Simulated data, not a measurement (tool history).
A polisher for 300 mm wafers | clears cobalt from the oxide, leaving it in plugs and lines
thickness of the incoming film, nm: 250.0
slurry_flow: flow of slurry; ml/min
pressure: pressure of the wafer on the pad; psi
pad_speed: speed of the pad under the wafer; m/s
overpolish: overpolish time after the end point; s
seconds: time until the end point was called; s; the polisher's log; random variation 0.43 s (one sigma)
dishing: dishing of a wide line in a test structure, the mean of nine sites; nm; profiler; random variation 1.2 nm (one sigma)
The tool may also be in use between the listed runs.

{"run": 1, "hour": 0.0, "slurry_flow": 155, "pressure": 2.0, "pad_speed": 0.94, "overpolish": 26, "seconds": 50.174, "dishing": 59.024}
{"run": 2, "hour": 3.2, "slurry_flow": 180, "pressure": 2.0, "pad_speed": 0.94, "overpolish": 26, "seconds": 47.806, "dishing": 61.775}
{"run": 3, "hour": 6.0, "slurry_flow": 180, "pressure": 2.0, "pad_speed": 0.94, "overpolish": 16, "seconds": 48.476, "dishing": 49.115}
{"run": 4, "hour": 9.4, "slurry_flow": 180, "pressure": 2.0, "pad_speed": 0.94, "overpolish": 24, "seconds": 47.11, "dishing": 59.627}
{"run": 5, "hour": 10.4, "slurry_flow": 180, "pressure": 2.0, "pad_speed": 1.06, "overpolish": 24, "seconds": 42.388, "dishing": 59.326}
{"run": 6, "hour": 11.9, "slurry_flow": 180, "pressure": 2.0, "pad_speed": 0.98, "overpolish": 24, "seconds": 45.827, "dishing": 59.402}
{"run": 7, "hour": 12.8, "slurry_flow": 190, "pressure": 2.4, "pad_speed": 1.0, "overpolish": 11, "seconds": 37.513, "dishing": 46.054}
{"run": 8, "hour": 20.4, "slurry_flow": 185, "pressure": 2.4, "pad_speed": 1.0, "overpolish": 20, "seconds": 37.595, "dishing": 58.639}

Forecast run 9:
{"run": 9, "hour": 24.9, "slurry_flow": 185, "pressure": 2.4, "pad_speed": 1.0, "overpolish": 19, "seconds": "?", "dishing": "?"}

seconds: 37.907 s
dishing: 57.909 nm

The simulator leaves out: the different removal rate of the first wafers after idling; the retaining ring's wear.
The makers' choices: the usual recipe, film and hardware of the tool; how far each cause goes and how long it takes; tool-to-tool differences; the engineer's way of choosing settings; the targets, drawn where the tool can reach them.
